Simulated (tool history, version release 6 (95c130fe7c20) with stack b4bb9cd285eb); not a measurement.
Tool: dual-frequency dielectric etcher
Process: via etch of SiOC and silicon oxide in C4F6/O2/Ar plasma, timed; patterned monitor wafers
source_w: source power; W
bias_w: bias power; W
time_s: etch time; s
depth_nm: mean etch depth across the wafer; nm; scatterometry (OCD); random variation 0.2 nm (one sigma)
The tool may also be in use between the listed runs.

run  hour  source_w  bias_w  time_s  depth_nm
  1   0.0       480     153    36.5    47.696
  2   2.1       540     153    36.5    49.501
  3   8.0       540     129    36.5    47.091
  4  14.0       540     129    33.0    42.578
  5  19.6       560     139    33.0    43.896
  6  28.6       570     152    33.5    46.099
  7  34.5       580     161    33.5    47.069
  8  39.9       590     169    33.5    48.157
  9  44.6       600     175    33.5    48.483
 10  45.2       610     181    33.5    49.490
 11  51.2       620     185    33.5    49.807
 12  57.6       630     189    33.5    50.348

Forecast run 13:
 13  58.1       630     192    33.5         ?

{"run 13": {"depth_nm": 50.393}}
